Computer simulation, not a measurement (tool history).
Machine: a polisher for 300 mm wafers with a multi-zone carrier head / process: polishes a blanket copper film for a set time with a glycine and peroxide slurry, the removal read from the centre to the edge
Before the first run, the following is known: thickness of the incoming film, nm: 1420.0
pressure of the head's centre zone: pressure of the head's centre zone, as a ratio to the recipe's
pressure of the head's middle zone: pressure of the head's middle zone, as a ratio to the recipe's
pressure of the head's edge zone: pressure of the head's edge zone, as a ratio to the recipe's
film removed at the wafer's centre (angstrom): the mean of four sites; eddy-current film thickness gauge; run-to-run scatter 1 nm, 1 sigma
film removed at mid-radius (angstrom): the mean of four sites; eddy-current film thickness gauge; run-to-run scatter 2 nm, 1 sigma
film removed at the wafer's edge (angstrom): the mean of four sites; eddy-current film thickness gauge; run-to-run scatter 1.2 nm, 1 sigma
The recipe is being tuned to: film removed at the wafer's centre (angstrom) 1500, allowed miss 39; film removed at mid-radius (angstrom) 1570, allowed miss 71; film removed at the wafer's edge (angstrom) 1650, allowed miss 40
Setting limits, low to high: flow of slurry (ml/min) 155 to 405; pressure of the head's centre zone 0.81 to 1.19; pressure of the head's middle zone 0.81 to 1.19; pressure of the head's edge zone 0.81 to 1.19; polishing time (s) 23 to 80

run	hour	flow of slurry (ml/min)	pressure of the head's centre zone	pressure of the head's middle zone	pressure of the head's edge zone	polishing time (s)	film removed at the wafer's centre (angstrom)	film removed at mid-radius (angstrom)	film removed at the wafer's edge (angstrom)
1	0	260	1	1	1	51	2357	2447	2470.2
2	5.1	250	0.97	0.96	0.96	46	2051.8	2140.1	2187.9
3	12.5	245	0.95	0.93	0.93	43	1888.3	1928.8	2032.1
4	13.4	245	0.88	0.93	0.93	43	1779.2	1956.1	2006
5	15.6	245	0.88	0.89	0.93	43	1779.7	1879	2021.9
6	23	245	0.88	0.92	0.93	43	1743.1	1894.3	2017
7	31.9	240	0.88	0.91	0.9	41	1692.6	1789.3	1905.4
8	36.5	235	0.87	0.91	0.87	40	1613.9	1760.7	1833.5
9	41.3	230	0.88	0.9	0.85	39	1604.3	1731.1	1784.1
10	47.6	225	0.88	0.89	0.84	38	1537.1	1628.2	1711.3

Of the 5 settings listed for the next run, only one would bring every result within its allowed miss of target. Which one?
A	53.9	235	0.89	0.89	0.83	36	?	?	?
B	53.9	255	0.89	0.93	0.82	38	?	?	?
C	53.9	170	0.84	0.93	0.94	40	?	?	?
D	53.9	230	0.81	0.96	0.82	38	?	?	?
E	53.9	285	0.97	1	0.81	35	?	?	?

move	film removed at the wafer's centre (angstrom)	film removed at mid-radius (angstrom)	film removed at the wafer's edge (angstrom)
A	1480.5	1567.6	1618
B	1582	1731.8	1715.3
C	1474.4	1707.1	1787.2
D	1440.5	1752.5	1697
E	1590.9	1712.2	1589
A: every result within its allowed miss
B: lands further from the targets than the last run did
C: lands further from the targets than the last run did
D: lands further from the targets than the last run did
E: carries the result that was furthest off beyond its target, to the other side
A meets every target.

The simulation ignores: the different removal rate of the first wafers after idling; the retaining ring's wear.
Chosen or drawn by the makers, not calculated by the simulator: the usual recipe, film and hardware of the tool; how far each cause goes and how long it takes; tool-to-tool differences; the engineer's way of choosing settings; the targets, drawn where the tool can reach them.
